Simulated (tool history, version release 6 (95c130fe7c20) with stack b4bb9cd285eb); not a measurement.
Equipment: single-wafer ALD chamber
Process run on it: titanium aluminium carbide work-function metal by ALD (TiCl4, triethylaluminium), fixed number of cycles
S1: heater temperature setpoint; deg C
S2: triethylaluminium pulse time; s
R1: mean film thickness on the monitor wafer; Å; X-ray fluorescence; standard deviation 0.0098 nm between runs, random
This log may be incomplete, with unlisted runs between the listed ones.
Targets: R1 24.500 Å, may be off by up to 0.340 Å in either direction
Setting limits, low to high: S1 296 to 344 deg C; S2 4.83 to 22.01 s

run 1 hour=0.0 | S1=320 S2=13.42 | R1=22.748
run 2 hour=2.6 | S1=320 S2=16.35 | R1=23.060
run 3 hour=9.7 | S1=322 S2=16.56 | R1=23.126
run 4 hour=10.6 | S1=314 S2=16.56 | R1=22.181
run 5 hour=12.7 | S1=309 S2=16.56 | R1=21.728
run 6 hour=16.7 | S1=312 S2=16.79 | R1=22.095
run 7 hour=18.0 | S1=324 S2=19.21 | R1=23.357
run 8 hour=23.6 | S1=325 S2=19.24 | R1=23.448
run 9 hour=25.2 | S1=326 S2=19.26 | R1=23.507

Of the 4 settings listed for the next run, only one would bring every result within its allowed miss of target. Which one?
run A hour=26.8 | S1=327 S2=19.63 | R1=?
run B hour=26.8 | S1=327 S2=16.94 | R1=?
run C hour=26.8 | S1=335 S2=19.55 | R1=?
run D hour=26.8 | S1=328 S2=19.39 | R1=?

move=A R1=23.520
move=B R1=23.485
move=C R1=24.337
move=D R1=23.620
A: neither nearer nor further off than the last run
B: neither nearer nor further off than the last run
C: meets every target
D: nearer the targets than the last run, but a result is still out of spec
Move C is the one to make.

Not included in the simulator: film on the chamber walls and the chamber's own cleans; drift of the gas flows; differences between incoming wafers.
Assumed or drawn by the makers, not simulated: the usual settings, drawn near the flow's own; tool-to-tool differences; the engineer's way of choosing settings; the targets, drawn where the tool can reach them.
